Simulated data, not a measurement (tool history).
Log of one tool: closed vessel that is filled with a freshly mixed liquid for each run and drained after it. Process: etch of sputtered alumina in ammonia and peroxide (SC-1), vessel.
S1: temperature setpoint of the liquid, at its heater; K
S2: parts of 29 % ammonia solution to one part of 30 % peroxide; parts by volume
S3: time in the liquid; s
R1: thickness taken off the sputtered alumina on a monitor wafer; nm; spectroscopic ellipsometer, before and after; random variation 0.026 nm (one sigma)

| run | hour | S1 | S2 | S3 | R1 |
|---|---|---|---|---|---|
| 1 | 0 | 332.15 | 0.65 | 50 | 5.0788 |
| 2 | 6.3 | 330.15 | 0.65 | 50 | 4.6474 |
| 3 | 8.5 | 324.65 | 0.65 | 50 | 3.4356 |
| 4 | 15.2 | 324.65 | 0.65 | 50 | 3.5082 |
| 5 | 23.9 | 331.15 | 0.65 | 50 | 4.8511 |
| 6 | 28.3 | 327.65 | 0.65 | 50 | 4.0615 |
| 7 | 36 | 326.65 | 0.65 | 50 | 3.8178 |

Forecast run 8:
| 8 | 44.1 | 325.65 | 0.65 | 50 | ? |

Run 8 gave R1 3.6549 nm.

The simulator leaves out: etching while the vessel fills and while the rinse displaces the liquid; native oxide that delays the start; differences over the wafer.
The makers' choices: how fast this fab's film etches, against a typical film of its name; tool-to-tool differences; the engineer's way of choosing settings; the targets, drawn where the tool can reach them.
